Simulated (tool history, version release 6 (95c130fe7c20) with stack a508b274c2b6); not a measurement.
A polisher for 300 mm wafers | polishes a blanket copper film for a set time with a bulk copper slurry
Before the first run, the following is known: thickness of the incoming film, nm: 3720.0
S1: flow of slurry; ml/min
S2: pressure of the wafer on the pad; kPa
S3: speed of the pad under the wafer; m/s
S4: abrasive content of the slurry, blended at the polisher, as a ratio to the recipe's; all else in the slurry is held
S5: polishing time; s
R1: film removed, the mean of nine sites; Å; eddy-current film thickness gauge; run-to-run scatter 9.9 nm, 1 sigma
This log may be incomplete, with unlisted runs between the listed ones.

run  hour   S1    S2    S3  S4   S5      R1
  1     0  270  20.7  0.84   1  106  8995.4
  2   4.3  270  21.4  0.84   1  106  9117.1
  3  11.8  270  21.4  0.84   1  106  9011.9
  4  20.7  270  18.6  0.84   1  106  8049.4
  5  29.2  270    20  0.84   1  106  8832.5
  6    34  270  17.2  0.84   1  106  7479.4

Run 7 is up next; what results do you expect?
  7  39.7  275  22.8  0.86   1  106   ?

Run 7 came out at R1 10101 Å.
